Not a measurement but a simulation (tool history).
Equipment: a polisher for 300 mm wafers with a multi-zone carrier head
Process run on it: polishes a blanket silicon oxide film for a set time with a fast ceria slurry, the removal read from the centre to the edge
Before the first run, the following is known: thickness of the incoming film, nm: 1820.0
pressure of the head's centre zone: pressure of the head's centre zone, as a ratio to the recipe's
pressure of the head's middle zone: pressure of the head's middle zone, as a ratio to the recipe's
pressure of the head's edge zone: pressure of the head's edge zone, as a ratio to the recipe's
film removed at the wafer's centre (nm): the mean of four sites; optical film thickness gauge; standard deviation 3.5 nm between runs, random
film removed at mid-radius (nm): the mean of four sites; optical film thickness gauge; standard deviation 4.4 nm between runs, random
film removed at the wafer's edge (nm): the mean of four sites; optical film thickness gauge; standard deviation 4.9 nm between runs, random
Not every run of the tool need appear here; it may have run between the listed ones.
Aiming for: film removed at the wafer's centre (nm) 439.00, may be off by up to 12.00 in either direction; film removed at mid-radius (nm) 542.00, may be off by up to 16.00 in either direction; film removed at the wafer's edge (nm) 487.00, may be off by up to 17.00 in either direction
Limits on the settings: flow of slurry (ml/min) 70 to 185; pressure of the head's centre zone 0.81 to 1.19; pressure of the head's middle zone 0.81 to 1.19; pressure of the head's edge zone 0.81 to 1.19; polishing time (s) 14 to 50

run  hour  flow of slurry (ml/min)  pressure of the head's centre zone  pressure of the head's middle zone  pressure of the head's edge zone  polishing time (s)  film removed at the wafer's centre (nm)  film removed at mid-radius (nm)  film removed at the wafer's edge (nm)
  1   0.0                      120                                1.00                                1.00                              1.00                  32                                   400.57                           400.66                                 405.19
  2   3.4                      120                                1.00                                1.00                              1.00                  26                                   325.28                           333.00                                 327.02
  3   5.4                      130                                0.98                                1.05                              1.04                  28                                   347.43                           371.43                                 354.09
  4   9.0                      120                                0.98                                1.05                              1.04                  28                                   344.42                           373.64                                 357.29
  5  12.6                      120                                0.98                                1.13                              1.04                  28                                   345.14                           395.08                                 361.17
  6  13.9                      120                                0.98                                1.13                              1.04                  22                                   268.54                           309.05                                 275.22
  7  16.8                      125                                0.97                                1.15                              1.06                  26                                   314.80                           378.13                                 334.73
  8  20.7                      155                                0.99                                1.19                              1.16                  31                                   406.31                           476.83                                 428.91

4 next moves are on the table. One of them brings every result within its allowed miss. Which?
  A  24.6                      170                                0.92                                1.14                              1.10                  36                                        ?                                ?                                      ?
  B  24.6                      175                                1.19                                1.19                              1.02                  26                                        ?                                ?                                      ?
  C  24.6                      140                                0.98                                1.12                              1.19                  35                                        ?                                ?                                      ?
  D  24.6                      115                                0.85                                1.19                              1.19                  39                                        ?                                ?                                      ?

move  film removed at the wafer's centre (nm)  film removed at mid-radius (nm)  film removed at the wafer's edge (nm)
   A                                   448.78                           540.40                                 493.76
   B                                   422.36                           406.37                                 344.40
   C                                   447.50                           499.92                                 487.93
   D                                   412.98                           564.26                                 528.07
A: each result inside its tolerance
B: moves away from the targets compared with the last run
C: moves toward the targets from the last run without getting all of them in spec
D: pushes the last run's worst result past its target
A is the move that brings every result within its allowed miss.
